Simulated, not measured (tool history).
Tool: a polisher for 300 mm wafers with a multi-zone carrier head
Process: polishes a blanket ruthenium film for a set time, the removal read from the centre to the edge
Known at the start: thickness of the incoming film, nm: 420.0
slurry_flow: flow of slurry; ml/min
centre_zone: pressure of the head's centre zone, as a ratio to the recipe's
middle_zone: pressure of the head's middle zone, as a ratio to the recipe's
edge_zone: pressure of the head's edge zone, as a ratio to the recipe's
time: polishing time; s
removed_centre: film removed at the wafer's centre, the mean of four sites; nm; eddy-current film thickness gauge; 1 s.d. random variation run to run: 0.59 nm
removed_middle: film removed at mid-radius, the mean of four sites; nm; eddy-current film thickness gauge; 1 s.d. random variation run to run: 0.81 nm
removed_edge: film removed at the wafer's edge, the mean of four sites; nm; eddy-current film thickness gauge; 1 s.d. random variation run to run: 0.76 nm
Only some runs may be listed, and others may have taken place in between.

| run | hour | slurry_flow | centre_zone | middle_zone | edge_zone | time | removed_centre | removed_middle | removed_edge |
|---|---|---|---|---|---|---|---|---|---|
| 1 | 0.0 | 210 | 1.00 | 1.00 | 1.00 | 80 | 91.441 | 89.445 | 92.472 |
| 2 | 0.7 | 210 | 1.00 | 1.00 | 1.00 | 98 | 112.730 | 113.340 | 113.630 |
| 3 | 7.4 | 200 | 0.96 | 0.98 | 1.00 | 87 | 95.054 | 96.998 | 102.220 |
| 4 | 16.4 | 195 | 0.94 | 0.97 | 0.99 | 77 | 81.477 | 86.643 | 89.887 |
| 5 | 23.6 | 190 | 0.93 | 0.95 | 1.00 | 70 | 72.521 | 76.053 | 81.719 |
| 6 | 31.6 | 185 | 0.92 | 0.93 | 1.00 | 65 | 67.983 | 68.103 | 75.169 |
| 7 | 36.8 | 180 | 0.90 | 0.92 | 1.00 | 62 | 62.695 | 64.429 | 70.420 |
| 8 | 40.4 | 175 | 0.88 | 0.91 | 1.01 | 61 | 59.776 | 62.212 | 70.847 |

What will run 9 give?
| 9 | 47.3 | 170 | 0.87 | 0.90 | 1.00 | 60 | ? | ? | ? |

{"run 9": {"removed_centre": 58.205, "removed_middle": 62.003, "removed_edge": 69.366}}
